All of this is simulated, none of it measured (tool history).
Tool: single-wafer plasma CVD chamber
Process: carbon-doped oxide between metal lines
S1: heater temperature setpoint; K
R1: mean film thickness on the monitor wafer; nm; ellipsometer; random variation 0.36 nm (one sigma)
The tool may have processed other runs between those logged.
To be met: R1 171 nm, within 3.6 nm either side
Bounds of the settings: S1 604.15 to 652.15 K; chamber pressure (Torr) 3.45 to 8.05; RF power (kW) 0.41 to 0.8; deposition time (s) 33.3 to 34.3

Run 1, day 0: S1 628.15 K, chamber pressure (Torr) 5.75, RF power (kW) 0.605, deposition time (s) 33.3. Result: R1 190.03 nm.
Run 2, day 0.312: S1 629.15 K, chamber pressure (Torr) 5.63, RF power (kW) 0.595, deposition time (s) 33.3. Result: R1 185.88 nm.
Run 3, day 0.442: S1 630.15 K, chamber pressure (Torr) 5.51, RF power (kW) 0.59, deposition time (s) 33.3. Result: R1 184.95 nm.
Run 4, day 0.692: S1 631.15 K, chamber pressure (Torr) 5.42, RF power (kW) 0.585, deposition time (s) 33.3. Result: R1 181.98 nm.
Run 5, day 0.829: S1 631.15 K, chamber pressure (Torr) 4.56, RF power (kW) 0.585, deposition time (s) 33.3. Result: R1 176.06 nm.
Run 6, day 0.904: S1 631.15 K, chamber pressure (Torr) 4.51, RF power (kW) 0.585, deposition time (s) 33.3. Result: R1 176.64 nm.
Run 7, day 1.267: S1 632.15 K, chamber pressure (Torr) 4.46, RF power (kW) 0.585, deposition time (s) 33.3. Result: R1 175.36 nm.
Run 8, day 1.408: S1 632.15 K, chamber pressure (Torr) 4.42, RF power (kW) 0.585, deposition time (s) 33.3. Result: R1 175.75 nm.
Run 9, day 1.483: S1 632.15 K, chamber pressure (Torr) 4.37, RF power (kW) 0.585, deposition time (s) 33.3. Result: R1 175.2 nm.

Exercise: of the 4 proposed moves below, exactly one satisfies all targets within the stated allowed misses. Which move is it?
Run A, day 1.558: S1 646.15 K, chamber pressure (Torr) 3.81, RF power (kW) 0.62, deposition time (s) 33.3. Result: R1 ?.
Run B, day 1.558: S1 630.15 K, chamber pressure (Torr) 4.61, RF power (kW) 0.59, deposition time (s) 33.3. Result: R1 ?.
Run C, day 1.558: S1 637.15 K, chamber pressure (Torr) 4.77, RF power (kW) 0.575, deposition time (s) 34.3. Result: R1 ?.
Run D, day 1.558: S1 627.15 K, chamber pressure (Torr) 3.97, RF power (kW) 0.615, deposition time (s) 33.3. Result: R1 ?.

move      R1
   A   172.5
   B   178.7
   C  178.17
   D  181.41
A: all results in spec
B: its largest miss is bigger than the last run's
C: its largest miss is bigger than the last run's
D: its largest miss is bigger than the last run's
Move A is the one to make.

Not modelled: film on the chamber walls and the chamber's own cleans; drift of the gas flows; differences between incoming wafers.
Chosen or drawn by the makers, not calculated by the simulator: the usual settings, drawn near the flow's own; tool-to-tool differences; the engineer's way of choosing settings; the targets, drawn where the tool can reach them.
